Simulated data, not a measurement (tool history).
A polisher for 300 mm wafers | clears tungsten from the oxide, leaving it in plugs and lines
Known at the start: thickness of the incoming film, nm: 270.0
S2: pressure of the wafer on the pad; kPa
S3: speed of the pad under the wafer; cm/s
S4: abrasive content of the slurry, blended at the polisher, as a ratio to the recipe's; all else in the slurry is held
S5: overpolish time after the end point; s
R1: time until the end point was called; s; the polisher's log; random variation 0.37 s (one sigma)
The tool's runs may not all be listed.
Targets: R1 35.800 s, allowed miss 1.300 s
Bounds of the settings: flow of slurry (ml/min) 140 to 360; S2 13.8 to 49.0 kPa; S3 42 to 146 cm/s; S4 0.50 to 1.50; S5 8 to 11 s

Run 1, day 0.000: flow of slurry (ml/min) 230, S2 31.0 kPa, S3 94 cm/s, S4 1.00, S5 11 s. Result: R1 71.612 s.
Run 2, day 0.167: flow of slurry (ml/min) 230, S2 31.0 kPa, S3 94 cm/s, S4 1.00, S5 8 s. Result: R1 71.153 s.
Run 3, day 0.392: flow of slurry (ml/min) 230, S2 35.2 kPa, S3 96 cm/s, S4 1.00, S5 8 s. Result: R1 60.585 s.
Run 4, day 0.433: flow of slurry (ml/min) 230, S2 37.9 kPa, S3 98 cm/s, S4 1.00, S5 8 s. Result: R1 56.329 s.
At day 0.658: slurry tank refilled with fresh slurry and peroxide.
Run 5, day 0.658: flow of slurry (ml/min) 230, S2 40.7 kPa, S3 102 cm/s, S4 1.00, S5 8 s. Result: R1 39.536 s.
Run 6, day 0.821: flow of slurry (ml/min) 230, S2 40.7 kPa, S3 102 cm/s, S4 1.00, S5 11 s. Result: R1 40.340 s.
Run 7, day 1.067: flow of slurry (ml/min) 230, S2 41.4 kPa, S3 102 cm/s, S4 1.00, S5 11 s. Result: R1 40.451 s.
Run 8, day 1.342: flow of slurry (ml/min) 230, S2 42.1 kPa, S3 102 cm/s, S4 1.00, S5 11 s. Result: R1 39.016 s.
Run 9, day 1.450: flow of slurry (ml/min) 230, S2 42.7 kPa, S3 102 cm/s, S4 1.00, S5 11 s. Result: R1 37.619 s.
Run 10, day 1.771: flow of slurry (ml/min) 230, S2 43.4 kPa, S3 102 cm/s, S4 1.00, S5 11 s. Result: R1 37.659 s.

4 next moves are on the table. One of them brings every result within its allowed miss. Which?
Run A, day 2.092: flow of slurry (ml/min) 320, S2 37.9 kPa, S3 116 cm/s, S4 1.10, S5 8 s. Result: R1 ?.
Run B, day 2.092: flow of slurry (ml/min) 220, S2 40.7 kPa, S3 102 cm/s, S4 0.95, S5 11 s. Result: R1 ?.
Run C, day 2.092: flow of slurry (ml/min) 250, S2 40.7 kPa, S3 104 cm/s, S4 1.00, S5 8 s. Result: R1 ?.
Run D, day 2.092: flow of slurry (ml/min) 175, S2 48.3 kPa, S3 88 cm/s, S4 1.15, S5 9 s. Result: R1 ?.

move      R1
   A  37.014
   B  41.492
   C  39.900
   D  39.768
A: meets every target
B: further off than the last run
C: further off than the last run
D: further off than the last run
Answer: A
